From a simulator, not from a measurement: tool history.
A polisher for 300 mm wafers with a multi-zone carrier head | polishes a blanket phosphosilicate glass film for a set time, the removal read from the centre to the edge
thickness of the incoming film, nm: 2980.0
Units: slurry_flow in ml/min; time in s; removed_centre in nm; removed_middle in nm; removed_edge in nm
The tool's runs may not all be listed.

| run | hour | slurry_flow | centre_zone | middle_zone | edge_zone | slurry_solids | time | removed_centre | removed_middle | removed_edge |
|---|---|---|---|---|---|---|---|---|---|---|
| 1 | 0 | 315 | 1 | 1 | 1 | 1 | 31 | 245.46 | 248.22 | 245.57 |
| 2 | 5.9 | 315 | 0.97 | 0.99 | 1 | 1 | 31 | 238.86 | 246.04 | 251.85 |
| 3 | 8.3 | 315 | 0.95 | 0.99 | 1 | 0.95 | 31 | 220.82 | 241.02 | 241.24 |
| 4 | 16 | 315 | 0.95 | 0.99 | 1 | 0.95 | 34 | 247.18 | 268.75 | 264.38 |
| 5 | 19.8 | 315 | 0.95 | 0.99 | 1 | 0.95 | 39 | 277.19 | 305.12 | 300.82 |
| 6 | 21.3 | 315 | 0.94 | 0.97 | 1 | 0.9 | 39 | 263.65 | 284.84 | 290.09 |
| 7 | 23.5 | 315 | 0.92 | 0.96 | 0.99 | 0.85 | 39 | 243.75 | 275.57 | 281.84 |
| 8 | 26.2 | 315 | 0.91 | 0.95 | 0.97 | 0.8 | 39 | 224.27 | 250.38 | 264.27 |
| 9 | 30.1 | 315 | 0.9 | 0.95 | 0.95 | 0.8 | 39 | 224.46 | 258.69 | 257.25 |
| 10 | 36.1 | 315 | 0.89 | 0.93 | 0.94 | 0.8 | 39 | 219.62 | 250.98 | 261.31 |
| 11 | 42.9 | 315 | 0.88 | 0.92 | 0.93 | 0.8 | 39 | 226.23 | 246.38 | 253.62 |
| 12 | 48.8 | 315 | 0.87 | 0.92 | 0.93 | 0.8 | 39 | 219.45 | 253.1 | 264.71 |
| 13 | 55.9 | 315 | 0.87 | 0.92 | 0.93 | 0.8 | 39 | 220.49 | 251.74 | 258.05 |
| 14 | 60.5 | 315 | 0.86 | 0.91 | 0.92 | 0.8 | 39 | 220 | 246.22 | 253.83 |
| 15 | 64 | 315 | 0.85 | 0.91 | 0.92 | 0.8 | 39 | 218.42 | 244.92 | 257.57 |
| 16 | 72.6 | 305 | 0.81 | 0.92 | 0.91 | 0.55 | 38 | 120.91 | 149.93 | 148.94 |

The next listed run, before its measurement:
| 17 | 74 | 320 | 0.82 | 0.93 | 0.93 | 0.6 | 38 | ? | ? | ? |

{"run 17": {"removed_centre": 142.8, "removed_middle": 177.98, "removed_edge": 178.31}}

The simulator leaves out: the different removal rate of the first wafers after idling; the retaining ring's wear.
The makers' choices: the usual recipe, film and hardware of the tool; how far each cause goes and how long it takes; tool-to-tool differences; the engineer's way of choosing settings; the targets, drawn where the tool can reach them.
